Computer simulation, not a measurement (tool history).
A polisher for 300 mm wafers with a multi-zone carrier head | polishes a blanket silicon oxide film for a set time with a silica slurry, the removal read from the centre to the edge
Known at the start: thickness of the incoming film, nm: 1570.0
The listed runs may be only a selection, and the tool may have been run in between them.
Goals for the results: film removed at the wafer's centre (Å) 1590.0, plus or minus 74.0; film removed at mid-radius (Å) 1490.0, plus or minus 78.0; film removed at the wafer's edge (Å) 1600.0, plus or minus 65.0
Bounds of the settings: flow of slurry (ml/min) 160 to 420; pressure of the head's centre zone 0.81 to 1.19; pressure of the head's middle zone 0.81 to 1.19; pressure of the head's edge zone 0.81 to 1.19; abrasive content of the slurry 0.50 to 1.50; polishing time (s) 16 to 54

run  hour  flow of slurry (ml/min)  pressure of the head's centre zone  pressure of the head's middle zone  pressure of the head's edge zone  abrasive content of the slurry  polishing time (s)  film removed at the wafer's centre (Å)  film removed at mid-radius (Å)  film removed at the wafer's edge (Å)
  1   0.0                      270                                1.00                                1.00                              1.00                            1.00                  35                                  1276.5                          1277.2                                1308.0
  2   2.2                      270                                1.01                                1.00                              1.01                            1.05                  35                                  1274.3                          1282.5                                1356.3
  3   9.0                      275                                1.03                                1.01                              1.01                            1.10                  35                                  1326.1                          1312.9                                1373.2
  4   9.7                      275                                1.04                                1.01                              1.01                            1.15                  35                                  1349.5                          1387.0                                1363.7
  5  13.8                      275                                1.05                                1.00                              1.02                            1.15                  35                                  1371.7                          1307.5                                1377.5
  6  16.0                      275                                1.06                                1.00                              1.03                            1.20                  35                                  1407.6                          1324.0                                1404.0
  7  21.3                      275                                1.06                                1.00                              1.04                            1.25                  35                                  1414.9                          1406.9                                1471.4
  8  24.5                      290                                1.16                                0.98                              1.10                            1.30                  35                                  1599.0                          1359.5                                1507.7
  9  27.7                      290                                1.16                                0.99                              1.10                            1.30                  35                                  1590.5                          1371.7                                1506.6

5 candidate next runs follow, results not yet known. Just one meets every target within its allowed miss. Identify it.
  A  30.9                      310                                1.19                                0.81                              1.09                            1.10                  38                                       ?                               ?                                     ?
  B  30.9                      270                                1.16                                0.96                              1.14                            1.35                  35                                       ?                               ?                                     ?
  C  30.9                      320                                1.11                                1.01                              1.13                            1.35                  36                                       ?                               ?                                     ?
  D  30.9                      255                                1.14                                0.86                              1.12                            1.15                  38                                       ?                               ?                                     ?
  E  30.9                      305                                1.08                                0.84                              1.05                            0.80                  46                                       ?                               ?                                     ?

move  film removed at the wafer's centre (Å)  film removed at mid-radius (Å)  film removed at the wafer's edge (Å)
   A                                  1699.6                          1211.9                                1579.5
   B                                  1618.0                          1349.8                                1576.0
   C                                  1623.6                          1470.9                                1635.6
   D                                  1617.1                          1262.8                                1597.6
   E                                  1644.1                          1329.4                                1658.5
A: its largest miss is bigger than the last run's
B: its largest miss is bigger than the last run's
C: every result lands within tolerance
D: its largest miss is bigger than the last run's
E: its largest miss is bigger than the last run's
Move C is the one to make.

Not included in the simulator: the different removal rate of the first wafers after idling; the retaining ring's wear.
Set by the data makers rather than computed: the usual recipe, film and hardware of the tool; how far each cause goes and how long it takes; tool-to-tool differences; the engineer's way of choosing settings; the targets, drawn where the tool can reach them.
